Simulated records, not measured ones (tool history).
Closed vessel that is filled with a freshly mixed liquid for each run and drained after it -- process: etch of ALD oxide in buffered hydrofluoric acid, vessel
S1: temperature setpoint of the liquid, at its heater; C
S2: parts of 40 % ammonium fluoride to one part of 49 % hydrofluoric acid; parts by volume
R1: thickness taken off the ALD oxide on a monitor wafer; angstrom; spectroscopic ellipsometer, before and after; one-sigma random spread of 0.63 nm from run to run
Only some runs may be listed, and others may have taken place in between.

{"run": 1, "hour": 0.0, "S1": 23.0, "S2": 11, "time in the liquid (s)": 30, "R1": 594.8}
{"run": 2, "hour": 3.4, "S1": 23.0, "S2": 11, "time in the liquid (s)": 30, "R1": 612.04}
{"run": 3, "hour": 10.9, "S1": 23.0, "S2": 11, "time in the liquid (s)": 30, "R1": 600.92}
{"run": 4, "hour": 15.8, "S1": 20.5, "S2": 11, "time in the liquid (s)": 30, "R1": 518.55}
{"run": 5, "hour": 22.0, "S1": 20.5, "S2": 11, "time in the liquid (s)": 30, "R1": 520.11}
{"run": 6, "hour": 24.5, "S1": 21.0, "S2": 11, "time in the liquid (s)": 30, "R1": 532.97}
{"run": 7, "hour": 28.1, "S1": 21.5, "S2": 11, "time in the liquid (s)": 30, "R1": 546.52}

Run 8 is up next; what results do you expect?
{"hour": 33.2, "done": "thermometer replaced"}
{"run": 8, "hour": 33.2, "S1": 25.5, "S2": 11, "time in the liquid (s)": 30, "R1": "?"}

{"run 8": {"R1": 607.99}}

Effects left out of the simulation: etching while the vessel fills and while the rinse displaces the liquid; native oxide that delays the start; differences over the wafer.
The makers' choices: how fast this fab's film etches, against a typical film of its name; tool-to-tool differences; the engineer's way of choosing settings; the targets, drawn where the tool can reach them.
